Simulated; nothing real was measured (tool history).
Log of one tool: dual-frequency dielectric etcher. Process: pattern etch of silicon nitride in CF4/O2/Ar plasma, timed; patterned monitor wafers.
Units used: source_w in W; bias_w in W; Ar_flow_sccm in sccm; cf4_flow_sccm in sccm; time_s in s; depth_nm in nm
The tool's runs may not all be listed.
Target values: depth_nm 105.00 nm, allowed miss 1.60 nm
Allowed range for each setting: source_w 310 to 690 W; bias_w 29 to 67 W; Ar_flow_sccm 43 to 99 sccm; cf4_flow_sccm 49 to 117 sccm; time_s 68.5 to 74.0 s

run,day,source_w,bias_w,Ar_flow_sccm,cf4_flow_sccm,time_s,depth_nm
1,0.000,500,48,71,83,74.0,146.54
2,0.121,480,48,71,83,74.0,142.01
3,0.200,480,48,71,83,68.5,131.09
4,0.375,470,48,71,83,68.5,129.43
5,0.733,460,48,71,83,68.5,127.06
6,1.042,460,48,84,83,68.5,124.65
7,1.162,460,48,84,83,68.5,124.30
8,1.321,450,48,84,83,68.5,122.72
9,1.596,440,48,84,83,68.5,120.52
10,1.950,430,48,84,83,68.5,118.49
11,2.067,420,48,84,83,68.5,117.55
12,2.338,410,48,84,83,68.5,115.00
13,2.425,400,48,84,83,68.5,112.78
14,2.708,380,48,84,83,68.5,108.87
15,2.867,370,48,84,83,68.5,107.34

Which one of the following 5 next-run settings gets every result inside its allowed miss? There is exactly one.
A,3.025,330,47,69,108,74.0,?
B,3.025,330,51,80,75,71.5,?
C,3.025,420,41,85,73,70.0,?
D,3.025,410,46,86,85,68.5,?
E,3.025,400,39,70,70,73.0,?

move,depth_nm
A,112.04
B,105.51
C,110.03
D,112.95
E,111.18
A: lands further from the targets than the last run did
B: in spec on every target
C: lands further from the targets than the last run did
D: lands further from the targets than the last run did
E: lands further from the targets than the last run did
B meets every target.
